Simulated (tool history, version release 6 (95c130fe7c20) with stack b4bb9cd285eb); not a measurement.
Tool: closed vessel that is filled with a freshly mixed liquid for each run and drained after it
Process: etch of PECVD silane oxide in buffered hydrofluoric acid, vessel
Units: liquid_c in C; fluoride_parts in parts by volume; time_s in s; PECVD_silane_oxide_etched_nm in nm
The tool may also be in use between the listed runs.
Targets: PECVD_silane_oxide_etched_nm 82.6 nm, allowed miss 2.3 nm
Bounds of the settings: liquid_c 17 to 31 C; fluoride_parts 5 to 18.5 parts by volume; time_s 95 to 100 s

run 1 hour=0 | liquid_c=23 fluoride_parts=11.5 time_s=95 | PECVD_silane_oxide_etched_nm=149.75
run 2 hour=5.7 | liquid_c=23 fluoride_parts=11.5 time_s=100 | PECVD_silane_oxide_etched_nm=158.12
run 3 hour=11.3 | liquid_c=21 fluoride_parts=11.5 time_s=100 | PECVD_silane_oxide_etched_nm=142.45
run 4 hour=20.3 | liquid_c=21 fluoride_parts=11.5 time_s=100 | PECVD_silane_oxide_etched_nm=139.42
run 5 hour=21.7 | liquid_c=20 fluoride_parts=12.5 time_s=100 | PECVD_silane_oxide_etched_nm=122.94
run 6 hour=29.8 | liquid_c=19 fluoride_parts=13.5 time_s=100 | PECVD_silane_oxide_etched_nm=108.09
run 7 hour=30.7 | liquid_c=18.5 fluoride_parts=14 time_s=100 | PECVD_silane_oxide_etched_nm=101.19
run 8 hour=32.9 | liquid_c=18 fluoride_parts=14.5 time_s=100 | PECVD_silane_oxide_etched_nm=97.355
run 9 hour=37.6 | liquid_c=17.5 fluoride_parts=15 time_s=100 | PECVD_silane_oxide_etched_nm=89.098

4 next moves are on the table. One of them brings every result within its allowed miss. Which?
run A hour=42.3 | liquid_c=19.5 fluoride_parts=18.5 time_s=95 | PECVD_silane_oxide_etched_nm=?
run B hour=42.3 | liquid_c=18 fluoride_parts=15 time_s=95 | PECVD_silane_oxide_etched_nm=?
run C hour=42.3 | liquid_c=17 fluoride_parts=16.5 time_s=100 | PECVD_silane_oxide_etched_nm=?
run D hour=42.3 | liquid_c=17 fluoride_parts=15 time_s=95 | PECVD_silane_oxide_etched_nm=?

move=A PECVD_silane_oxide_etched_nm=77.963
move=B PECVD_silane_oxide_etched_nm=88.076
move=C PECVD_silane_oxide_etched_nm=79.723
move=D PECVD_silane_oxide_etched_nm=83.195
A: takes the result that was furthest off past its target
B: nearer than the last run, and not there yet
C: takes the result that was furthest off past its target
D: meets every target
Move D is the one to make.
